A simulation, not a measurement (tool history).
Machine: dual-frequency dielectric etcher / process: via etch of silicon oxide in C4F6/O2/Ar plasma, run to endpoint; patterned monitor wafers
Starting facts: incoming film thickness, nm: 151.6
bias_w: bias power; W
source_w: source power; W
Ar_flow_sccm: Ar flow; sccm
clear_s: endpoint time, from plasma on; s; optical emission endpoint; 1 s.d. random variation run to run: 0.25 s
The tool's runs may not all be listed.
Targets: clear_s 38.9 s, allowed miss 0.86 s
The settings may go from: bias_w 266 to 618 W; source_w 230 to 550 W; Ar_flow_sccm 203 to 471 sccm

| run | hour | bias_w | source_w | Ar_flow_sccm | clear_s |
|---|---|---|---|---|---|
| 1 | 0 | 442 | 390 | 337 | 33.945 |
| 2 | 7.2 | 442 | 390 | 284 | 33.259 |
| 3 | 10.2 | 411 | 380 | 286 | 35.203 |
| 4 | 12.7 | 395 | 380 | 286 | 35.423 |
| 5 | 15 | 377 | 380 | 286 | 36.463 |
| 6 | 23.6 | 366 | 380 | 286 | 37.113 |
| 7 | 26.2 | 359 | 380 | 286 | 37.804 |
| 8 | 29.6 | 355 | 380 | 286 | 37.962 |

5 candidate next runs follow, results not yet known. Just one meets every target within its allowed miss. Identify it.
| A | 33 | 314 | 420 | 302 | ? |
| B | 33 | 442 | 300 | 306 | ? |
| C | 33 | 336 | 470 | 358 | ? |
| D | 33 | 344 | 430 | 303 | ? |
| E | 33 | 346 | 420 | 262 | ? |

| move | clear_s |
|---|---|
| A | 38.468 |
| B | 36.811 |
| C | 36.277 |
| D | 36.48 |
| E | 36.209 |
A: every result within its allowed miss
B: lands further from the targets than the last run did
C: lands further from the targets than the last run did
D: lands further from the targets than the last run did
E: lands further from the targets than the last run did
Move A is the one to make.
